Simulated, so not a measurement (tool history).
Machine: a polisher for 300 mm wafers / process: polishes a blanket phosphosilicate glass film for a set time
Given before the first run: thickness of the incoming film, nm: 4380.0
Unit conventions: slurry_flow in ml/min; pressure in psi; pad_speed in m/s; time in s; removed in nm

run  hour  slurry_flow  pressure  pad_speed  slurry_solids  time  removed
  1   0.0          195       3.5       1.20           1.00   107   1125.0
  2   0.8          200       3.8       1.20           1.00   107   1200.2
  3   8.3          200       3.8       1.20           0.85   107   1078.3
  4   9.5          200       4.2       1.20           0.85   107   1196.0
  5  17.5          200       4.5       1.20           0.85   107   1290.4
  6  20.6          200       4.7       1.20           0.85   107   1328.0

What will run 7 give?
  7  27.5          200       4.7       1.20           0.85   107        ?

{"run 7": {"removed": 1322.6}}

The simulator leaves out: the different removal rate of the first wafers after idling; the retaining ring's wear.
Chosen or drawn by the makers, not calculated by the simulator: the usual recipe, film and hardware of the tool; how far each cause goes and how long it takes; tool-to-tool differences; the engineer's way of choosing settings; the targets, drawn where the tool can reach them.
